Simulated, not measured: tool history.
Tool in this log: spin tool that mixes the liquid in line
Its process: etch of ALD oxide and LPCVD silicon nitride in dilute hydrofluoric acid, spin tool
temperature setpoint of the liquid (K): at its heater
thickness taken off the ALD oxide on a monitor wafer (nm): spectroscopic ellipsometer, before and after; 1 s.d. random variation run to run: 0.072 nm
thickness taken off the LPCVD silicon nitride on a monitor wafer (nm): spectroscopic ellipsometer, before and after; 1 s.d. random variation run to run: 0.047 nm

run  hour  temperature setpoint of the liquid (K)  parts of water to one part of 49 % hydrofluoric acid (parts by volume)  time under the liquid (s)  thickness taken off the ALD oxide on a monitor wafer (nm)  thickness taken off the LPCVD silicon nitride on a monitor wafer (nm)
  1     0                                  295.15                                                                     155                        180                                                     15.688                                                                0.55293
  2   0.7                                  295.15                                                                     155                        225                                                     19.562                                                                0.69773
  3   8.4                                  295.15                                                                     105                        225                                                     30.573                                                                 1.1109
  4  12.5                                  294.65                                                                     110                        225                                                     28.373                                                                 1.0088
  5  16.6                                  294.15                                                                     110                        225                                                     27.758                                                                0.92422
  6  21.1                                  294.15                                                                     135                        225                                                      22.16                                                                0.71088

For run 7, what comes out?
     27.1  -- hydrofluoric acid flow meter replaced
  7  27.1                                  294.65                                                                     135                        225                                                          ?                                                                      ?

{"run 7": {"thickness taken off the ALD oxide on a monitor wafer (nm)": 21.05, "thickness taken off the LPCVD silicon nitride on a monitor wafer (nm)": 0.69213}}
